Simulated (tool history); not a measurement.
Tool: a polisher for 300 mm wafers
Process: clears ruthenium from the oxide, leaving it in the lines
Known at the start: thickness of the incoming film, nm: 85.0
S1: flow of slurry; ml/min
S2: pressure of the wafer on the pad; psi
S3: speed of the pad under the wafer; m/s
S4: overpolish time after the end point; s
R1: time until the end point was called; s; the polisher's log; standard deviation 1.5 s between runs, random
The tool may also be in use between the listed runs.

| run | hour | S1 | S2 | S3 | S4 | R1 |
|---|---|---|---|---|---|---|
| 1 | 0 | 170 | 2.5 | 0.82 | 7 | 81.026 |
| 2 | 8.3 | 170 | 2.5 | 0.64 | 7 | 103.2 |
| 3 | 15.1 | 170 | 3 | 0.64 | 7 | 85.595 |
| 4 | 19.1 | 170 | 2.4 | 0.64 | 7 | 106.32 |
| 5 | 24.8 | 170 | 2.3 | 0.64 | 7 | 111.67 |
| 6 | 30.2 | 170 | 2.3 | 0.64 | 7 | 110.08 |

Expected results for the next run?
| 7 | 32.3 | 170 | 2.2 | 0.64 | 7 | ? |

{"run 7": {"R1": 112.07}}
